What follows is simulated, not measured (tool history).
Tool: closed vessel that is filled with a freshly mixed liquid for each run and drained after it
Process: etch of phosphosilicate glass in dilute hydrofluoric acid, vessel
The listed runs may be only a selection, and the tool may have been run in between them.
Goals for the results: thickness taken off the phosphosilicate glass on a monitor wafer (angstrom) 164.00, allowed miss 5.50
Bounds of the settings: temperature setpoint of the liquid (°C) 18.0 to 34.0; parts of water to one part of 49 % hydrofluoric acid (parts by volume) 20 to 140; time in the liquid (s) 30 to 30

run	day	temperature setpoint of the liquid (°C)	parts of water to one part of 49 % hydrofluoric acid (parts by volume)	time in the liquid (s)	thickness taken off the phosphosilicate glass on a monitor wafer (angstrom)
1	0.000	26.0	75	30	227.24
2	0.038	24.0	75	30	207.21
3	0.417	23.0	75	30	204.18
4	0.608	23.0	75	30	202.23
5	0.996	22.0	75	30	196.97
6	1.242	22.0	75	30	191.83
7	1.308	21.0	75	30	184.92
8	1.475	20.5	75	30	182.47
9	1.742	20.0	75	30	179.35
10	2.038	19.5	75	30	175.44
11	2.233	19.5	75	30	175.76
12	2.288	19.0	75	30	173.03

Which of these 4 next moves meets every target?
A	2.342	18.0	70	30	?
B	2.342	18.0	75	30	?
C	2.342	18.5	70	30	?
D	2.342	21.5	80	30	?

move	thickness taken off the phosphosilicate glass on a monitor wafer (angstrom)
A	177.43
B	164.68
C	181.24
D	177.67
A: the biggest miss grows against the last run
B: in spec on every target
C: the biggest miss grows against the last run
D: the biggest miss grows against the last run
B is the move that brings every result within its allowed miss.
